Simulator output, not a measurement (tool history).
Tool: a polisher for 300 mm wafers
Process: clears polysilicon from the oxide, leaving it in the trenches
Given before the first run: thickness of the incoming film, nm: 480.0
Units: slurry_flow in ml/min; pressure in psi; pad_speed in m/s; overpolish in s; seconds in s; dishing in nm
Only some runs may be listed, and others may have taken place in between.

Run 1, hour 0.0: slurry_flow 185 ml/min, pressure 1.6 psi, pad_speed 0.82 m/s, overpolish 25 s. Result: seconds 62.277 s, dishing 46.639 nm.
Run 2, hour 6.7: slurry_flow 185 ml/min, pressure 1.5 psi, pad_speed 0.82 m/s, overpolish 22 s. Result: seconds 65.465 s, dishing 46.090 nm.
Run 3, hour 15.7: slurry_flow 185 ml/min, pressure 1.5 psi, pad_speed 0.82 m/s, overpolish 20 s. Result: seconds 64.933 s, dishing 44.635 nm.
Run 4, hour 21.1: slurry_flow 185 ml/min, pressure 1.5 psi, pad_speed 0.98 m/s, overpolish 20 s. Result: seconds 54.889 s, dishing 46.046 nm.
Run 5, hour 28.0: slurry_flow 185 ml/min, pressure 1.5 psi, pad_speed 0.98 m/s, overpolish 11 s. Result: seconds 54.929 s, dishing 40.778 nm.
Run 6, hour 29.3: slurry_flow 185 ml/min, pressure 1.5 psi, pad_speed 0.84 m/s, overpolish 11 s. Result: seconds 63.681 s, dishing 38.098 nm.
Run 7, hour 35.9: slurry_flow 185 ml/min, pressure 1.4 psi, pad_speed 0.84 m/s, overpolish 12 s. Result: seconds 69.501 s, dishing 38.550 nm.

Forecast run 8:
Run 8, hour 38.0: slurry_flow 185 ml/min, pressure 1.4 psi, pad_speed 0.84 m/s, overpolish 13 s. Result: seconds ?, dishing ?.

{"run 8": {"seconds": 68.428, "dishing": 39.252}}

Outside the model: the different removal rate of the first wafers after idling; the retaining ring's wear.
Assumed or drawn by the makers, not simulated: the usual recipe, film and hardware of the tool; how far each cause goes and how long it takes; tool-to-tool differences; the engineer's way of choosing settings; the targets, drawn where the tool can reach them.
